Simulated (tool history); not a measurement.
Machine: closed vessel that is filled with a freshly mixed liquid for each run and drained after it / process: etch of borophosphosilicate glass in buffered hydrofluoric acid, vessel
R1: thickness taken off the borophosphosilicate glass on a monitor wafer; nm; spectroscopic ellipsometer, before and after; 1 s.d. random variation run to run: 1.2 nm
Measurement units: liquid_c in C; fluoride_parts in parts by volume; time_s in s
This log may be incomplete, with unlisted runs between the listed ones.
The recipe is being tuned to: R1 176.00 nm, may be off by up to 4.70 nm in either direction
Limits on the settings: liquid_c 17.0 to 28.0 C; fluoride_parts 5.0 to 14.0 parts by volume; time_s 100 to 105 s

run 1 day=0.000 | liquid_c=20.0 fluoride_parts=8.5 time_s=100 | R1=301.04
run 2 day=0.233 | liquid_c=20.0 fluoride_parts=7.5 time_s=100 | R1=341.38
run 3 day=0.496 | liquid_c=23.0 fluoride_parts=7.5 time_s=100 | R1=402.55
run 4 day=0.592 | liquid_c=22.5 fluoride_parts=8.0 time_s=100 | R1=369.98
run 5 day=0.812 | liquid_c=22.0 fluoride_parts=8.5 time_s=100 | R1=333.41
run 6 day=0.983 | liquid_c=19.0 fluoride_parts=8.5 time_s=100 | R1=285.93
run 7 day=1.225 | liquid_c=19.0 fluoride_parts=9.0 time_s=100 | R1=268.30
run 8 day=1.462 | liquid_c=19.0 fluoride_parts=9.5 time_s=100 | R1=252.37
run 9 day=1.608 | liquid_c=18.0 fluoride_parts=10.5 time_s=100 | R1=219.65
-- day=1.833 hydrofluoric acid flow meter replaced
run 10 day=1.833 | liquid_c=17.5 fluoride_parts=11.5 time_s=100 | R1=181.92

Which single option among these 5 for the next run brings every result within its allowed miss of target? Just one does.
run A day=2.058 | liquid_c=18.5 fluoride_parts=14.0 time_s=105 | R1=?
run B day=2.058 | liquid_c=17.5 fluoride_parts=11.0 time_s=100 | R1=?
run C day=2.058 | liquid_c=17.0 fluoride_parts=11.5 time_s=100 | R1=?
run D day=2.058 | liquid_c=18.0 fluoride_parts=13.0 time_s=100 | R1=?
run E day=2.058 | liquid_c=17.0 fluoride_parts=11.0 time_s=100 | R1=?

move=A R1=167.33
move=B R1=191.14
move=C R1=177.88
move=D R1=166.73
move=E R1=185.84
A: pushes the last run's worst result past its target
B: further off than the last run
C: meets every target
D: pushes the last run's worst result past its target
E: further off than the last run
Move C is the one to make.
